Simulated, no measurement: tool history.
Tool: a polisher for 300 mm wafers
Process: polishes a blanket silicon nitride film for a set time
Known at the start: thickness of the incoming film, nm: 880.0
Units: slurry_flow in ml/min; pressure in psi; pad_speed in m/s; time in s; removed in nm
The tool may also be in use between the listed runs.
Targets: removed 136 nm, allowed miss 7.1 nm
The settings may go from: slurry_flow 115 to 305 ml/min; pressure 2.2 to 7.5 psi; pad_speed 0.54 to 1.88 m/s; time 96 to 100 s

run	hour	slurry_flow	pressure	pad_speed	time	removed
1	0	195	4.8	1.2	96	254.85
2	3.5	195	5.8	1.2	96	313.07
3	8.9	195	5.8	1.5	96	385.49
4	13.2	160	5.8	1.5	96	356.89
5	14.7	190	5.8	1.5	96	374.93
6	19.6	190	5.8	1.5	100	391.69
7	22.4	185	5.3	1.44	100	336.13
8	25.7	180	4.9	1.4	100	299.74

Which of these 5 next moves meets every target?
A	29	115	4.6	1.1	96	?
B	29	165	4.6	1.04	96	?
C	29	140	3.7	1.3	96	?
D	29	255	3.3	0.94	96	?
E	29	175	2.8	1.06	96	?

move	removed
A	208.89
B	216.69
C	203.17
D	154.45
E	138.03
A: nearer than the last run, and not there yet
B: nearer than the last run, and not there yet
C: nearer than the last run, and not there yet
D: nearer than the last run, and not there yet
E: meets every target
Move E is the one to make.

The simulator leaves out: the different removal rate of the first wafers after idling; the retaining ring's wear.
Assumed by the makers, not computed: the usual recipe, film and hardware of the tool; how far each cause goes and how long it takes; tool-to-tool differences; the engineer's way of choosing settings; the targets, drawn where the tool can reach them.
